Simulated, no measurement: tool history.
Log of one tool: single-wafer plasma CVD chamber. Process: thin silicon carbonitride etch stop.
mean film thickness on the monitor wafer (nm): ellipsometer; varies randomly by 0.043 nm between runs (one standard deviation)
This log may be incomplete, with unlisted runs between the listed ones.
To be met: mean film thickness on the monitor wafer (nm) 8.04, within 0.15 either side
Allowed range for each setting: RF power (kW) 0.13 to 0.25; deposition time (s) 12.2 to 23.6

run  hour  RF power (kW)  deposition time (s)  mean film thickness on the monitor wafer (nm)
  1     0           0.19                 17.9                                         9.8478
  2   8.3           0.18                 17.5                                         9.3342
  3  10.3           0.17                 17.3                                         9.0019
  4  18.7           0.18                 17.3                                         9.1761
  5  24.8           0.17                 17.2                                         8.9695
  6  28.6          0.165                 17.1                                         8.7604
  7  32.6           0.16                 17.1                                          8.597
  8  36.3          0.155                 17.1                                         8.5147
  9  39.2           0.15                 17.1                                         8.2695
 10  42.5          0.145                 17.1                                         8.2375

Below are 4 possible settings for the next run. Only one of them brings all results inside the allowed miss of their targets. Which is it?
  A  45.8           0.17                 16.2                                              ?
  B  45.8           0.13                 17.8                                              ?
  C  45.8           0.14                 18.4                                              ?
  D  45.8           0.13                 18.8                                              ?

move  mean film thickness on the monitor wafer (nm)
   A                                         8.4185
   B                                         8.0645
   C                                         8.6817
   D                                         8.5175
A: its largest miss is bigger than the last run's
B: in spec on every target
C: its largest miss is bigger than the last run's
D: its largest miss is bigger than the last run's
Correct choice: B, which meets every target
